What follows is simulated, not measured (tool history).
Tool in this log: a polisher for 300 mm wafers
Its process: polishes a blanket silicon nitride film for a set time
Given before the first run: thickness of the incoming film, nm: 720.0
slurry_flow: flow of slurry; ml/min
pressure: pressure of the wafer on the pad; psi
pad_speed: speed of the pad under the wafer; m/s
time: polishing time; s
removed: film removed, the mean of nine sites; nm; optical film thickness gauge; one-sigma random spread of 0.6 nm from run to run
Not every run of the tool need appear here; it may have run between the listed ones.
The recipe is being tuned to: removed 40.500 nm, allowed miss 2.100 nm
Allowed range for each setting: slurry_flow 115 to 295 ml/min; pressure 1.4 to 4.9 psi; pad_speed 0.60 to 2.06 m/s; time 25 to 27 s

| run | hour | slurry_flow | pressure | pad_speed | time | removed |
|---|---|---|---|---|---|---|
| 1 | 0.0 | 190 | 3.1 | 1.32 | 27 | 46.294 |
| 2 | 7.6 | 190 | 3.0 | 1.32 | 27 | 43.165 |
| 3 | 9.2 | 190 | 3.6 | 1.32 | 27 | 52.907 |
| 4 | 12.9 | 190 | 3.6 | 1.08 | 27 | 44.869 |
| 5 | 14.8 | 190 | 3.6 | 1.22 | 27 | 48.669 |
| 6 | 15.4 | 170 | 3.6 | 1.22 | 27 | 49.360 |
| 7 | 20.3 | 170 | 3.5 | 1.22 | 27 | 47.291 |
|  | 29.0 | head pressure recalibrated |
| 8 | 29.0 | 170 | 3.4 | 1.22 | 27 | 49.708 |
| 9 | 33.3 | 180 | 3.4 | 1.22 | 27 | 50.679 |
| 10 | 39.6 | 190 | 3.3 | 1.22 | 27 | 49.108 |

Below are 4 possible settings for the next run. Only one of them brings all results inside the allowed miss of their targets. Which is it?
| A | 45.9 | 175 | 3.8 | 1.30 | 27 | ? |
| B | 45.9 | 220 | 2.8 | 1.22 | 25 | ? |
| C | 45.9 | 210 | 3.4 | 1.38 | 25 | ? |
| D | 45.9 | 190 | 4.2 | 1.18 | 27 | ? |

| move | removed |
|---|---|
| A | 60.449 |
| B | 40.629 |
| C | 53.851 |
| D | 62.322 |
A: moves away from the targets compared with the last run
B: in spec on every target
C: moves away from the targets compared with the last run
D: moves away from the targets compared with the last run
Answer: B

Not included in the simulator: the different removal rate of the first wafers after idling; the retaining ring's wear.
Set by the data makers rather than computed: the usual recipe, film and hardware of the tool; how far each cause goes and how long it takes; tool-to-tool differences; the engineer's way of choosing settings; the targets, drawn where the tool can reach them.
